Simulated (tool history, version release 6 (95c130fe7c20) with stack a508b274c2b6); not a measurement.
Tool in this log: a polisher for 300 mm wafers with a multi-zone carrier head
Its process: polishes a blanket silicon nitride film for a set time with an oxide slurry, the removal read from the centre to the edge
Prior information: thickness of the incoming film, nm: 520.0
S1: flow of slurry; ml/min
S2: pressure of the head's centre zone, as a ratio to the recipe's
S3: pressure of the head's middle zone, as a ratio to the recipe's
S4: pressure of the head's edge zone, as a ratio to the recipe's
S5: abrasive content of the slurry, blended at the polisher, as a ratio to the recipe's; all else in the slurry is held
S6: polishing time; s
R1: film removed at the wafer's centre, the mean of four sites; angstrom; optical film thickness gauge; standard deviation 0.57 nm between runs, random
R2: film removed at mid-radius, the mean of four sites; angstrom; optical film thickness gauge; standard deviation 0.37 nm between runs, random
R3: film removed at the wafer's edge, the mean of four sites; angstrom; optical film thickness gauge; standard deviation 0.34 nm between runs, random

run 1 day=0 | S1=245 S2=1 S3=1 S4=1 S5=1 S6=64 | R1=493.05 R2=497.96 R3=496.5
run 2 day=0.246 | S1=240 S2=1 S3=1 S4=0.96 S5=0.95 S6=64 | R1=476.07 R2=475.88 R3=467.29
run 3 day=0.571 | S1=240 S2=1 S3=1 S4=0.96 S5=1.1 S6=64 | R1=528.59 R2=515.74 R3=512.02
run 4 day=0.838 | S1=235 S2=1 S3=1 S4=0.93 S5=1.05 S6=64 | R1=515.54 R2=509.71 R3=486.44
run 5 day=1.083 | S1=230 S2=0.99 S3=0.99 S4=0.9 S5=1 S6=64 | R1=488.15 R2=492.93 R3=464.75
run 6 day=1.196 | S1=230 S2=0.91 S3=0.99 S4=0.9 S5=1 S6=64 | R1=469.3 R2=480.45 R3=475.82
run 7 day=1.312 | S1=225 S2=0.92 S3=0.99 S4=0.88 S5=0.95 S6=64 | R1=454.93 R2=464.12 R3=443.47
run 8 day=1.35 | S1=225 S2=0.92 S3=0.99 S4=0.88 S5=0.95 S6=64 | R1=448.93 R2=467.62 R3=441.13
run 9 day=1.692 | S1=215 S2=0.93 S3=0.98 S4=0.86 S5=0.95 S6=64 | R1=445.95 R2=464.85 R3=445.8
run 10 day=1.929 | S1=230 S2=0.94 S3=0.98 S4=0.85 S5=0.9 S6=64 | R1=443.97 R2=439.97 R3=424.95

Run 11 is up next; what results do you expect?
run 11 day=1.975 | S1=225 S2=0.94 S3=0.99 S4=0.84 S5=0.9 S6=64 | R1=? R2=? R3=?

R1: 444.1 angstrom
R2: 452.13 angstrom
R3: 421.67 angstrom
